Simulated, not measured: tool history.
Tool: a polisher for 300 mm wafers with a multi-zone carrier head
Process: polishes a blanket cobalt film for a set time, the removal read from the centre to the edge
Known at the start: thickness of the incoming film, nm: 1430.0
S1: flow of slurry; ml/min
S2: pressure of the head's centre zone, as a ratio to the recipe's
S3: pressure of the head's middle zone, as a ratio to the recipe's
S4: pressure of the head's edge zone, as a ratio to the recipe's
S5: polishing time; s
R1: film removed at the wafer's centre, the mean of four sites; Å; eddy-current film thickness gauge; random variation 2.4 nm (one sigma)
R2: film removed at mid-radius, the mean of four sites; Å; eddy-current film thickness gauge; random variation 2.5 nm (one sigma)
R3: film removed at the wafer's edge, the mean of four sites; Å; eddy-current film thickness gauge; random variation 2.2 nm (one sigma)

Run 1, hour 0.0: S1 185 ml/min, S2 1.00, S3 1.00, S4 1.00, S5 68 s. Result: R1 2700.4 Å, R2 2781.6 Å, R3 2688.6 Å.
Run 2, hour 4.7: S1 185 ml/min, S2 0.94, S3 1.00, S4 1.00, S5 68 s. Result: R1 2584.9 Å, R2 2780.5 Å, R3 2682.5 Å.
Run 3, hour 12.6: S1 185 ml/min, S2 0.94, S3 1.00, S4 1.00, S5 75 s. Result: R1 2891.7 Å, R2 3039.3 Å, R3 3021.0 Å.
Run 4, hour 21.2: S1 185 ml/min, S2 0.94, S3 1.00, S4 1.00, S5 64 s. Result: R1 2430.6 Å, R2 2603.5 Å, R3 2556.1 Å.
Run 5, hour 28.5: S1 185 ml/min, S2 0.99, S3 1.00, S4 1.00, S5 64 s. Result: R1 2476.3 Å, R2 2578.3 Å, R3 2583.5 Å.
Run 6, hour 33.0: S1 185 ml/min, S2 0.99, S3 1.00, S4 1.00, S5 48 s. Result: R1 1931.5 Å, R2 1974.4 Å, R3 1922.5 Å.

Forecast run 7:
Run 7, hour 41.2: S1 190 ml/min, S2 1.02, S3 0.99, S4 0.99, S5 48 s. Result: R1 ?, R2 ?, R3 ?.

{"run 7": {"R1": 1947.2, "R2": 1925.9, "R3": 1910.6}}

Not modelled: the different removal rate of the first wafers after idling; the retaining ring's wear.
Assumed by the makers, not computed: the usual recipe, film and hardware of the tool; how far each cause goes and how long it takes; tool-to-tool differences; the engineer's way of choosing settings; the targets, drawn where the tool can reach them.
